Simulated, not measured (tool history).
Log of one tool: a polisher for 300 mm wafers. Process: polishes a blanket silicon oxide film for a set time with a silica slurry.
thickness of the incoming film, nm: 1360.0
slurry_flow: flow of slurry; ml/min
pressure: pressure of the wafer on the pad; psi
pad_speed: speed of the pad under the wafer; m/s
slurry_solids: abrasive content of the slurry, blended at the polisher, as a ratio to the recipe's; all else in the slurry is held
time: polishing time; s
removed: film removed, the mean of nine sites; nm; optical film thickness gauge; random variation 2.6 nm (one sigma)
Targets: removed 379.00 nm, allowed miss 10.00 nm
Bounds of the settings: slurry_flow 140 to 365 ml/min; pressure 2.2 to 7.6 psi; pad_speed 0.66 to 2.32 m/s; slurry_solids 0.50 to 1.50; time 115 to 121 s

run  hour  slurry_flow  pressure  pad_speed  slurry_solids  time  removed
  1   0.0          235       4.9       1.48           1.00   115   500.30
  2   2.9          275       4.9       1.48           1.00   115   504.74
  3   9.8          275       4.9       1.48           1.00   121   527.55
  4  10.7          275       4.4       1.48           1.00   121   479.81
  5  19.2          275       4.4       1.48           1.00   121   482.24
  6  26.6          275       5.4       1.48           1.00   121   593.64
  7  31.3          275       4.7       1.48           1.00   121   511.71
  8  37.8          275       4.3       1.48           1.00   121   467.69
  9  39.2          275       4.0       1.48           1.00   121   436.67
 10  47.8          275       3.8       1.48           1.00   121   416.59
 11  54.5          275       3.7       1.48           1.00   121   409.31
 12  58.6          275       3.6       1.48           1.00   121   402.23

Which of these 4 next moves meets every target?
  A  62.7          365       3.9       1.30           1.10   115        ?
  B  62.7          220       2.8       2.00           1.10   119        ?
  C  62.7          275       4.2       1.36           1.05   120        ?
  D  62.7          270       3.7       1.50           0.95   121        ?

move  removed
   A   400.08
   B   382.07
   C   442.75
   D   400.16
A: nearer than the last run, and not there yet
B: meets every target
C: further off than the last run
D: nearer than the last run, and not there yet
Move B is the one to make.
